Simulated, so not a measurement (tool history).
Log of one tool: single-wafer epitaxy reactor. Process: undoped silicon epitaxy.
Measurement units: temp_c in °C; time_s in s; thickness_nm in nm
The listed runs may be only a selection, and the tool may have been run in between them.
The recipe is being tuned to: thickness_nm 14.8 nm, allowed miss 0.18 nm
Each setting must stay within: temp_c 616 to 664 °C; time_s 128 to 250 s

run    day  temp_c  time_s  thickness_nm
  1      0     640     189        23.991
  2  0.346     630     189        19.811
  3  0.496     630     211        22.023
  4  0.529     639     211        26.319
  5  0.767     634     211        23.859
  6  1.133     630     206        21.479
  7  1.171     627     202        19.904
  8  1.267     625     199        18.818

4 candidate next runs follow, results not yet known. Just one meets every target within its allowed miss. Identify it.
  A  1.362     637     227             ?
  B  1.362     616     189             ?
  C  1.362     619     200             ?
  D  1.362     622     193             ?

move  thickness_nm
   A        27.261
   B        14.876
   C        16.739
   D        17.171
A: further off than the last run
B: all results land within tolerance of their targets
C: better than the last run, though not everything is in spec
D: better than the last run, though not everything is in spec
B meets every target.

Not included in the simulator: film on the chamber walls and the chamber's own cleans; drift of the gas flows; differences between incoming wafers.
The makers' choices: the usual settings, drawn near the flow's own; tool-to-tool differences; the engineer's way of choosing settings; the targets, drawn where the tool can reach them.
